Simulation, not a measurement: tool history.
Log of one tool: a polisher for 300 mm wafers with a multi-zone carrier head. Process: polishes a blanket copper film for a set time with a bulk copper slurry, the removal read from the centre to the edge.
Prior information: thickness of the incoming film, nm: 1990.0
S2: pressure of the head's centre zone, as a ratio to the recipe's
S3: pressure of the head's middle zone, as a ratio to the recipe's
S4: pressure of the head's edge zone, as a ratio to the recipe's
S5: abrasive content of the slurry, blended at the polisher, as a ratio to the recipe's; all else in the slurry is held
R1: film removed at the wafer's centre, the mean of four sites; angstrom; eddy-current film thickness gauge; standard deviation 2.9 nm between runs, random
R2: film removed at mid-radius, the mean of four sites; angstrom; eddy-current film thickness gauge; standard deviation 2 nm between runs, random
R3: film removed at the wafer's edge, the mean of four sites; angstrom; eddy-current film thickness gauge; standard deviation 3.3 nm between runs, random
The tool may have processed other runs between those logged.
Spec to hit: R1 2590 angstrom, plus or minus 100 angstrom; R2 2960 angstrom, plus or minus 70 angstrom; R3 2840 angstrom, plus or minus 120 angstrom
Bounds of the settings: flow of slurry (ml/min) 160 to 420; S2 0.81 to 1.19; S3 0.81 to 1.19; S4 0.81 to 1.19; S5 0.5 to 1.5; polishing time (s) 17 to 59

Run 1, hour 0: flow of slurry (ml/min) 270, S2 1, S3 1, S4 1, S5 1, polishing time (s) 38. Result: R1 2534.2 angstrom, R2 2515.8 angstrom, R3 2491.5 angstrom.
Run 2, hour 3.8: flow of slurry (ml/min) 270, S2 1, S3 1.05, S4 1, S5 1, polishing time (s) 38. Result: R1 2597.8 angstrom, R2 2621.2 angstrom, R3 2555.6 angstrom.
Run 3, hour 5.5: flow of slurry (ml/min) 270, S2 1, S3 1.05, S4 1, S5 1, polishing time (s) 30. Result: R1 2010.5 angstrom, R2 2081.4 angstrom, R3 2054.6 angstrom.
Run 4, hour 13.1: flow of slurry (ml/min) 285, S2 0.99, S3 1.09, S4 1.03, S5 1.15, polishing time (s) 31. Result: R1 2155 angstrom, R2 2324.8 angstrom, R3 2214.3 angstrom.
Run 5, hour 19.7: flow of slurry (ml/min) 285, S2 0.99, S3 1.1, S4 1.07, S5 1.25, polishing time (s) 32. Result: R1 2262 angstrom, R2 2450.2 angstrom, R3 2418.9 angstrom.
Run 6, hour 20.4: flow of slurry (ml/min) 350, S2 0.99, S3 1.1, S4 1.07, S5 1.25, polishing time (s) 32. Result: R1 2337.4 angstrom, R2 2494 angstrom, R3 2410.3 angstrom.
Run 7, hour 24.7: flow of slurry (ml/min) 345, S2 0.99, S3 1.12, S4 1.09, S5 1.3, polishing time (s) 33. Result: R1 2455.4 angstrom, R2 2632.3 angstrom, R3 2540.2 angstrom.
Run 8, hour 32.9: flow of slurry (ml/min) 345, S2 0.98, S3 1.14, S4 1.11, S5 1.35, polishing time (s) 33. Result: R1 2413 angstrom, R2 2699.9 angstrom, R3 2605.4 angstrom.

Next run, 5 choices. One meets every target within its allowed miss, the rest don't. Which?
Run A, hour 41.1: flow of slurry (ml/min) 400, S2 0.89, S3 1.19, S4 0.89, S5 1.2, polishing time (s) 36. Result: R1 ?, R2 ?, R3 ?.
Run B, hour 41.1: flow of slurry (ml/min) 325, S2 0.99, S3 1.07, S4 1.13, S5 1.25, polishing time (s) 33. Result: R1 ?, R2 ?, R3 ?.
Run C, hour 41.1: flow of slurry (ml/min) 315, S2 0.94, S3 1.1, S4 1.04, S5 1.45, polishing time (s) 30. Result: R1 ?, R2 ?, R3 ?.
Run D, hour 41.1: flow of slurry (ml/min) 350, S2 0.98, S3 1.17, S4 1.17, S5 1.4, polishing time (s) 35. Result: R1 ?, R2 ?, R3 ?.
Run E, hour 41.1: flow of slurry (ml/min) 380, S2 1, S3 0.99, S4 1.1, S5 1.4, polishing time (s) 32. Result: R1 ?, R2 ?, R3 ?.

move      R1      R2      R3
   A  2359.4  2975.9  2475.6
   B  2382.9  2468.1    2539
   C  2125.3  2375.9  2290.1
   D  2593.1  2925.6  2829.3
   E    2435  2335.5  2526.4
A: the furthest-off result lands on target, but another misses its tolerance
B: further off than the last run
C: further off than the last run
D: all results land within tolerance of their targets
E: further off than the last run
The right move is D.
